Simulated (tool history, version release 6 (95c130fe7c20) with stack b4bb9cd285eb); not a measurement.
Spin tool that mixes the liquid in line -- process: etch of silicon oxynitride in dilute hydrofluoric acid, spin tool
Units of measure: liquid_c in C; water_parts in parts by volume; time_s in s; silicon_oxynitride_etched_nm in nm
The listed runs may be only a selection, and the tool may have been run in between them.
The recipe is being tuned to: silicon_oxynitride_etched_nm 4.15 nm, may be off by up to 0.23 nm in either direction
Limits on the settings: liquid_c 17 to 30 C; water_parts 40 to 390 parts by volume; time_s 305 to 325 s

run,hour,liquid_c,water_parts,time_s,silicon_oxynitride_etched_nm
1,0,22,215,305,2.755
2,8.1,22,215,305,2.7762
3,10.2,23,210,305,2.9855
4,14.2,24,210,305,3.0414
5,15.4,26.5,210,305,3.3254
6,19.1,24.5,210,305,3.2752
7,27.1,25,210,305,3.1816
8,35.8,28,170,305,4.6597
9,38,27.5,170,305,4.6962
10,41.1,27,170,305,4.4489
11,41.7,26.5,170,305,4.4215

Which one of the following 5 next-run settings gets every result inside its allowed miss? There is exactly one.
A,42.3,24,145,320,?
B,42.3,26.5,160,320,?
C,42.3,24,155,325,?
D,42.3,27,145,305,?
E,42.3,30,210,310,?

move,silicon_oxynitride_etched_nm
A,4.7943
B,4.8056
C,4.5192
D,5.2355
E,3.9486
A: lands further from the targets than the last run did
B: lands further from the targets than the last run did
C: lands further from the targets than the last run did
D: lands further from the targets than the last run did
E: all results in spec
E meets every target.
